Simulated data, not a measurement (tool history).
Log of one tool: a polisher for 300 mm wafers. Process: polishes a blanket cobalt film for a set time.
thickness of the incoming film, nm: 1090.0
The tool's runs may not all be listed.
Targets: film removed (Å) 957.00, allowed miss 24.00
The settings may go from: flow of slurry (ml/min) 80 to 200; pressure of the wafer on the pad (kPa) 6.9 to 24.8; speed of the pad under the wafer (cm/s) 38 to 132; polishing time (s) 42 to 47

run,day,flow of slurry (ml/min),pressure of the wafer on the pad (kPa),speed of the pad under the wafer (cm/s),polishing time (s),film removed (Å)
1,0.000,130,15.9,84,47,2369.00
2,0.050,120,13.1,76,47,1793.80
3,0.104,145,13.1,76,47,1814.60
4,0.125,145,11.0,70,47,1423.90
5,0.400,125,11.0,70,47,1383.60
6,0.550,125,13.1,70,47,1654.10
7,0.817,95,9.0,68,47,1067.90
8,0.958,90,9.0,68,47,1075.30
9,1.271,85,6.9,68,47,821.58
10,1.467,100,6.9,68,47,843.77
11,1.800,105,6.9,68,47,844.65

Which of these 5 next moves meets every target?
A,2.133,130,9.7,64,42,?
B,2.133,105,7.6,78,42,?
C,2.133,80,7.6,82,44,?
D,2.133,85,7.6,62,43,?
E,2.133,80,6.9,70,42,?

move,film removed (Å)
A,1001.70
B,940.88
C,1001.50
D,752.74
E,750.30
A: takes the result that was furthest off past its target
B: meets every target
C: takes the result that was furthest off past its target
D: further off than the last run
E: further off than the last run
Answer: B
